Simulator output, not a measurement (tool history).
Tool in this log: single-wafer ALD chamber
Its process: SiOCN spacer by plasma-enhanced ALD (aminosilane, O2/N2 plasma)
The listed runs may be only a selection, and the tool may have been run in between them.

run  hour  heater temperature setpoint (K)  number of ALD cycles (cycles)  mean film thickness on the monitor wafer (Å)
  1     0                           658.15                             41                                        25.113
  2   6.4                           651.15                             41                                        25.129
  3  15.2                           651.15                             42                                        25.535
  4  20.3                           651.15                             43                                        26.233
  5  28.2                           659.15                             43                                        26.398
  6  29.2                           652.15                             43                                        26.356
  7  36.8                           652.15                             44                                        26.953

Run 8 comes next. What will it give?
  8  45.3                           652.15                             45                                             ?

Logged for run 8: mean film thickness on the monitor wafer (Å) 27.25.

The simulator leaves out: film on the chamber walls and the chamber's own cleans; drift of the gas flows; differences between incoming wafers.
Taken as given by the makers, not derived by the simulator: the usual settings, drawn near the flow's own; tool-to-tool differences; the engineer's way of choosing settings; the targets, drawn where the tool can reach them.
